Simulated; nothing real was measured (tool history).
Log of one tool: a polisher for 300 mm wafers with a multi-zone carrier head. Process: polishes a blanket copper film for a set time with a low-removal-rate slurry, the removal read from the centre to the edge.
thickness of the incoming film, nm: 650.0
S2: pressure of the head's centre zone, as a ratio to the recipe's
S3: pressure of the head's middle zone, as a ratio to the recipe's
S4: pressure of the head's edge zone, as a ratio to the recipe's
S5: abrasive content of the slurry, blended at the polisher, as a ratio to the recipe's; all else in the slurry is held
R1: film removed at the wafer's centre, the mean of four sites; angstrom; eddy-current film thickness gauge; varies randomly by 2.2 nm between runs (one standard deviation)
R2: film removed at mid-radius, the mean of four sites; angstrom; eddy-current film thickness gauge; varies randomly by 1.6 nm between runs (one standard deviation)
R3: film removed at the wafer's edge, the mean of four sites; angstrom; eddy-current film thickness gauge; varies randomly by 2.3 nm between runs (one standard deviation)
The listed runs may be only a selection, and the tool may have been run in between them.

{"run": 1, "hour": 0.0, "flow of slurry (ml/min)": 150, "S2": 1.0, "S3": 1.0, "S4": 1.0, "S5": 1.0, "polishing time (s)": 81, "R1": 1814.3, "R2": 1936.9, "R3": 1920.2}
{"run": 2, "hour": 6.0, "flow of slurry (ml/min)": 165, "S2": 1.04, "S3": 1.01, "S4": 1.04, "S5": 1.15, "polishing time (s)": 83, "R1": 2021.1, "R2": 2097.0, "R3": 2077.6}
{"run": 3, "hour": 7.6, "flow of slurry (ml/min)": 165, "S2": 1.04, "S3": 1.01, "S4": 1.04, "S5": 1.0, "polishing time (s)": 83, "R1": 2000.9, "R2": 2035.5, "R3": 2035.0}
{"run": 4, "hour": 10.6, "flow of slurry (ml/min)": 165, "S2": 1.04, "S3": 1.01, "S4": 1.04, "S5": 1.0, "polishing time (s)": 75, "R1": 1792.4, "R2": 1834.4, "R3": 1826.9}
{"run": 5, "hour": 18.6, "flow of slurry (ml/min)": 165, "S2": 0.98, "S3": 1.01, "S4": 1.04, "S5": 1.0, "polishing time (s)": 75, "R1": 1681.2, "R2": 1838.5, "R3": 1806.5}
{"run": 6, "hour": 19.3, "flow of slurry (ml/min)": 165, "S2": 0.94, "S3": 1.01, "S4": 1.04, "S5": 1.0, "polishing time (s)": 75, "R1": 1601.9, "R2": 1831.5, "R3": 1816.1}
{"run": 7, "hour": 25.8, "flow of slurry (ml/min)": 175, "S2": 1.0, "S3": 1.01, "S4": 1.07, "S5": 1.1, "polishing time (s)": 79, "R1": 1881.5, "R2": 1997.2, "R3": 1973.6}

For run 8, what comes out?
{"run": 8, "hour": 31.9, "flow of slurry (ml/min)": 175, "S2": 1.0, "S3": 1.01, "S4": 1.07, "S5": 1.1, "polishing time (s)": 79, "R1": "?", "R2": "?", "R3": "?"}

R1: 1857.5 angstrom
R2: 1978.4 angstrom
R3: 1988.0 angstrom
